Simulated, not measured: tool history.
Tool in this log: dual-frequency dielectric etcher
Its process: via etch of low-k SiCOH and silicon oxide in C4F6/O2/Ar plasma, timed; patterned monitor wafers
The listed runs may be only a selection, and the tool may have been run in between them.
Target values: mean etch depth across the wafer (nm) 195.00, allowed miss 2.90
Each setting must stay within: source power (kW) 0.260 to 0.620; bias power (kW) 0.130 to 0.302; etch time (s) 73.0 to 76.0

run,hour,source power (kW),bias power (kW),etch time (s),mean etch depth across the wafer (nm)
1,0.0,0.440,0.216,73.0,217.60
2,1.2,0.430,0.215,73.0,214.24
3,10.1,0.420,0.214,73.0,212.53
4,15.1,0.420,0.182,73.0,204.05
5,18.5,0.420,0.209,73.0,211.28
6,26.6,0.410,0.208,73.0,209.04
7,30.1,0.400,0.207,73.0,207.07
8,33.3,0.330,0.202,73.0,190.69

Which of these 5 next moves meets every target?
A,36.5,0.290,0.201,73.5,?
B,36.5,0.260,0.250,73.5,?
C,36.5,0.320,0.195,74.0,?
D,36.5,0.300,0.198,74.5,?
E,36.5,0.350,0.193,73.5,?

move,mean etch depth across the wafer (nm)
A,182.05
B,185.16
C,188.94
D,186.24
E,193.80
A: the biggest miss grows against the last run
B: the biggest miss grows against the last run
C: the biggest miss grows against the last run
D: the biggest miss grows against the last run
E: in spec on every target
The right move is E.

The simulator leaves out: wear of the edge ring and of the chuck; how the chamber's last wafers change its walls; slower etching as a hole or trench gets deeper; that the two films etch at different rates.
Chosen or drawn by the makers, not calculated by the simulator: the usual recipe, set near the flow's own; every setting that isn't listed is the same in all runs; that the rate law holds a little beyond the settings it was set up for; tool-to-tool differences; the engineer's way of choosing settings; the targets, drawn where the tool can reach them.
